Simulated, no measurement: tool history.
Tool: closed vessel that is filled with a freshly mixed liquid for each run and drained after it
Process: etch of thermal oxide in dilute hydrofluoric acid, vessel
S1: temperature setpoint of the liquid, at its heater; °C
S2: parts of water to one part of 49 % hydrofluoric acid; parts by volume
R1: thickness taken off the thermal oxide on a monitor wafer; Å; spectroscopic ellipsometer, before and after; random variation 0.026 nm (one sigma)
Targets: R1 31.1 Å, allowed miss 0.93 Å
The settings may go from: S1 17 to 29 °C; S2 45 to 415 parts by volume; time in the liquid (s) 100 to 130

{"run": 1, "hour": 0.0, "S1": 21, "S2": 230, "time in the liquid (s)": 130, "R1": 17.689}
{"run": 2, "hour": 6.0, "S1": 22, "S2": 220, "time in the liquid (s)": 130, "R1": 19.517}
{"run": 3, "hour": 9.6, "S1": 25.5, "S2": 220, "time in the liquid (s)": 130, "R1": 22.183}
{"run": 4, "hour": 12.7, "S1": 26, "S2": 215, "time in the liquid (s)": 130, "R1": 23.455}
{"run": 5, "hour": 18.2, "S1": 26.5, "S2": 210, "time in the liquid (s)": 130, "R1": 24.452}
{"hour": 24.9, "done": "thermometer replaced"}
{"run": 6, "hour": 24.9, "S1": 26.5, "S2": 210, "time in the liquid (s)": 100, "R1": 20.384}
{"run": 7, "hour": 32.4, "S1": 27, "S2": 200, "time in the liquid (s)": 100, "R1": 22.039}
{"run": 8, "hour": 33.9, "S1": 27.5, "S2": 190, "time in the liquid (s)": 100, "R1": 23.723}
{"run": 9, "hour": 37.1, "S1": 27.5, "S2": 185, "time in the liquid (s)": 100, "R1": 24.202}
{"run": 10, "hour": 46.1, "S1": 29, "S2": 140, "time in the liquid (s)": 100, "R1": 35.716}
{"run": 11, "hour": 50.2, "S1": 28.5, "S2": 140, "time in the liquid (s)": 100, "R1": 35.309}
{"run": 12, "hour": 59.1, "S1": 28, "S2": 140, "time in the liquid (s)": 100, "R1": 35.222}
{"run": 13, "hour": 67.0, "S1": 27.5, "S2": 140, "time in the liquid (s)": 100, "R1": 33.77}

Which of these 5 next moves meets every target?
{"run": "A", "hour": 74.9, "S1": 29, "S2": 155, "time in the liquid (s)": 115, "R1": "?"}
{"run": "B", "hour": 74.9, "S1": 26, "S2": 145, "time in the liquid (s)": 105, "R1": "?"}
{"run": "C", "hour": 74.9, "S1": 23.5, "S2": 155, "time in the liquid (s)": 130, "R1": "?"}
{"run": "D", "hour": 74.9, "S1": 28.5, "S2": 155, "time in the liquid (s)": 100, "R1": "?"}
{"run": "E", "hour": 74.9, "S1": 26.5, "S2": 165, "time in the liquid (s)": 125, "R1": "?"}

move=A R1=37.003
move=B R1=32.735
move=C R1=34.085
move=D R1=31.598
move=E R1=34.066
A: further off than the last run
B: nearer than the last run, and not there yet
C: further off than the last run
D: meets every target
E: further off than the last run
The right move is D.
